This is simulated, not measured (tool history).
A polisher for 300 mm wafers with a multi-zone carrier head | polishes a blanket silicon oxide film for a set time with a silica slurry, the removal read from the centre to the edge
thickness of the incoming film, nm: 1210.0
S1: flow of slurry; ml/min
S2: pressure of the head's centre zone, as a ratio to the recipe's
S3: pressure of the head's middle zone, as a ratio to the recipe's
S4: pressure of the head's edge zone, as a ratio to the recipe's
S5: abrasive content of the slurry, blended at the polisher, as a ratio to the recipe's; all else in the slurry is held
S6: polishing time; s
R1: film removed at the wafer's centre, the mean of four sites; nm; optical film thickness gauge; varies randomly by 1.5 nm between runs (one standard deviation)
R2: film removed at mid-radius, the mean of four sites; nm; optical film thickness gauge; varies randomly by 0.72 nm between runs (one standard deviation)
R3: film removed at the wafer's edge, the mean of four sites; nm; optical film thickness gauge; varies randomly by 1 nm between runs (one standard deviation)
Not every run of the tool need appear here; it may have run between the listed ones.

run    day   S1    S2    S3    S4    S5  S6      R1      R2      R3
  1  0.000  150  1.00  1.00  1.00  1.00  86  264.51  258.24  269.25
  2  0.354  150  1.00  1.00  0.94  1.00  86  269.73  260.77  257.10
  3  0.408  145  0.99  0.98  0.94  0.95  81  242.77  234.15  235.90
  4  0.558  140  0.98  0.96  0.94  0.90  76  212.58  210.34  215.76
  5  0.646  140  0.98  0.96  0.94  1.05  76  229.98  220.35  231.70
  6  0.967  135  0.98  0.94  0.94  1.00  72  217.40  202.06  212.09
  7  1.271  130  0.97  0.92  0.95  0.95  69  198.50  185.32  203.25
  8  1.421  125  0.97  0.91  0.95  0.90  66  181.47  170.72  189.91
  9  1.504  120  0.97  0.90  0.94  0.85  64  172.06  159.14  179.17
 10  1.788  115  0.96  0.89  0.93  0.80  62  162.25  146.39  162.93

What will run 11 give?
 11  1.821  115  0.96  0.89  0.93  0.80  62   ?   ?   ?

Run 11 came out at R1 157.72 nm, R2 148.83 nm, R3 165.36 nm.
